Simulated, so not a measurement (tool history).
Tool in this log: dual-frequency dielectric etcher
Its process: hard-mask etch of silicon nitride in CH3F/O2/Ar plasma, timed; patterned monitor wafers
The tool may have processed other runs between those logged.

run	day	source power (W)	bias power (W)	etch time (s)	mean etch depth across the wafer (nm)
1	0.000	280	102	187.5	133.52
2	0.350	280	112	187.5	138.31
3	0.625	280	122	187.5	142.65
4	0.858	250	112	187.5	133.04
5	1.029	230	105	187.5	127.10
6	1.258	280	105	187.5	135.32
7	1.517	250	99	187.5	127.95

The next listed run, before its measurement:
8	1.575	230	95	187.5	?

Run 8 produced mean etch depth across the wafer (nm) 121.73.
